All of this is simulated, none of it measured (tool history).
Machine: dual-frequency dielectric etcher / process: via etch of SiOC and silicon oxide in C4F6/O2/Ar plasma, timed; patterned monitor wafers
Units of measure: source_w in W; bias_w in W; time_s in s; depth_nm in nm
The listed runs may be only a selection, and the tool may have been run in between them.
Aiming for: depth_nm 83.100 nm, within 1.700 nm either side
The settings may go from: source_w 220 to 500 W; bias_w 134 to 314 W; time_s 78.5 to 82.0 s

run	hour	source_w	bias_w	time_s	depth_nm
1	0.0	360	224	78.5	96.728
2	3.7	330	219	78.5	89.790
3	6.7	320	218	78.5	88.780
4	8.9	310	217	78.5	88.258
5	13.8	300	216	78.5	85.682
6	14.8	300	216	82.0	90.037
7	15.5	290	215	82.0	88.048
8	17.3	280	214	82.0	86.503

Pick the move, out of 4, that brings all results within their allowed miss; only one does.
A	19.1	260	268	82.0	?
B	19.1	250	242	79.0	?
C	19.1	280	229	82.0	?
D	19.1	290	223	82.0	?

move	depth_nm
A	93.665
B	83.809
C	89.625
D	89.962
A: lands further from the targets than the last run did
B: every result lands within tolerance
C: lands further from the targets than the last run did
D: lands further from the targets than the last run did
The move that meets every target is B.
